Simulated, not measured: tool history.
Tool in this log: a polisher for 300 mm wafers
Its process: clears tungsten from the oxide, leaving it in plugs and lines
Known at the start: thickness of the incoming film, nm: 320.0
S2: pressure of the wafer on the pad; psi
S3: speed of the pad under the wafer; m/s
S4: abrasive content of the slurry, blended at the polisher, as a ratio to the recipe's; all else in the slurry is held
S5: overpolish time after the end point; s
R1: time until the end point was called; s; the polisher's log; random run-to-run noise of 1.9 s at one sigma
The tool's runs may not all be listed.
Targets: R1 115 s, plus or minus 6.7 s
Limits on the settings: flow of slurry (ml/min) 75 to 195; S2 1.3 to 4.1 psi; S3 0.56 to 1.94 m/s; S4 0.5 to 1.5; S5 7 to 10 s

Run 1, hour 0: flow of slurry (ml/min) 125, S2 2.7 psi, S3 1.24 m/s, S4 1, S5 10 s. Result: R1 79.822 s.
Run 2, hour 5.9: flow of slurry (ml/min) 125, S2 2.7 psi, S3 1.24 m/s, S4 1.1, S5 10 s. Result: R1 75.766 s.
Run 3, hour 14.3: flow of slurry (ml/min) 125, S2 2.4 psi, S3 1.22 m/s, S4 1.1, S5 10 s. Result: R1 83.99 s.
Run 4, hour 15: flow of slurry (ml/min) 125, S2 2.4 psi, S3 1.22 m/s, S4 1.1, S5 7 s. Result: R1 84.768 s.
Run 5, hour 23.2: flow of slurry (ml/min) 125, S2 2.7 psi, S3 1.22 m/s, S4 1.1, S5 7 s. Result: R1 78.857 s.
Run 6, hour 26.1: flow of slurry (ml/min) 125, S2 2.7 psi, S3 1.48 m/s, S4 1.1, S5 7 s. Result: R1 65.746 s.
Run 7, hour 29.1: flow of slurry (ml/min) 125, S2 2.4 psi, S3 1.42 m/s, S4 1.1, S5 7 s. Result: R1 76.022 s.
Run 8, hour 29.7: flow of slurry (ml/min) 125, S2 2.1 psi, S3 1.4 m/s, S4 1.1, S5 7 s. Result: R1 85.156 s.
Run 9, hour 37.8: flow of slurry (ml/min) 125, S2 1.9 psi, S3 1.38 m/s, S4 1.1, S5 7 s. Result: R1 88.858 s.
Run 10, hour 42.3: flow of slurry (ml/min) 125, S2 1.7 psi, S3 1.34 m/s, S4 1.1, S5 7 s. Result: R1 99.642 s.
Run 11, hour 50.7: flow of slurry (ml/min) 125, S2 1.6 psi, S3 1.34 m/s, S4 1.1, S5 7 s. Result: R1 109.53 s.

Which of these 5 next moves meets every target?
Run A, hour 59.1: flow of slurry (ml/min) 150, S2 2 psi, S3 1.18 m/s, S4 1.15, S5 10 s. Result: R1 ?.
Run B, hour 59.1: flow of slurry (ml/min) 135, S2 1.7 psi, S3 1.16 m/s, S4 1.05, S5 7 s. Result: R1 ?.
Run C, hour 59.1: flow of slurry (ml/min) 120, S2 1.7 psi, S3 1.36 m/s, S4 1.1, S5 7 s. Result: R1 ?.
Run D, hour 59.1: flow of slurry (ml/min) 110, S2 1.9 psi, S3 1.24 m/s, S4 1.25, S5 10 s. Result: R1 ?.
Run E, hour 59.1: flow of slurry (ml/min) 75, S2 1.9 psi, S3 1.42 m/s, S4 1, S5 10 s. Result: R1 ?.

move      R1
   A  95.481
   B     113
   C  98.089
   D  98.367
   E  98.444
A: the biggest miss grows against the last run
B: all results land within tolerance of their targets
C: the biggest miss grows against the last run
D: the biggest miss grows against the last run
E: the biggest miss grows against the last run
Go with B: it meets all targets.

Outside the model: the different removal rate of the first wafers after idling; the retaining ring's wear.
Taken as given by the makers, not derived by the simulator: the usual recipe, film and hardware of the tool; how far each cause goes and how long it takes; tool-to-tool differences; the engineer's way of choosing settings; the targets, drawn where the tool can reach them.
